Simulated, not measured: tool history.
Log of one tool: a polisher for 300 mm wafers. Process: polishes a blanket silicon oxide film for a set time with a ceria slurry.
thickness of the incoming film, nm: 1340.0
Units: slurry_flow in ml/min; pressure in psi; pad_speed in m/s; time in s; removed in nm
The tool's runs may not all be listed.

| run | hour | slurry_flow | pressure | pad_speed | time | removed |
|---|---|---|---|---|---|---|
| 1 | 0.0 | 285 | 3.3 | 0.84 | 50 | 206.96 |
| 2 | 5.3 | 285 | 3.9 | 0.84 | 50 | 249.99 |
| 3 | 11.5 | 285 | 3.9 | 0.70 | 50 | 209.38 |
| 4 | 20.5 | 285 | 4.3 | 0.70 | 50 | 233.12 |
| 5 | 27.8 | 285 | 4.3 | 0.62 | 50 | 203.14 |
| 6 | 35.8 | 285 | 3.5 | 0.62 | 50 | 165.65 |

The next listed run, before its measurement:
| 7 | 40.7 | 285 | 3.5 | 0.62 | 50 | ? |

{"run 7": {"removed": 166.81}}

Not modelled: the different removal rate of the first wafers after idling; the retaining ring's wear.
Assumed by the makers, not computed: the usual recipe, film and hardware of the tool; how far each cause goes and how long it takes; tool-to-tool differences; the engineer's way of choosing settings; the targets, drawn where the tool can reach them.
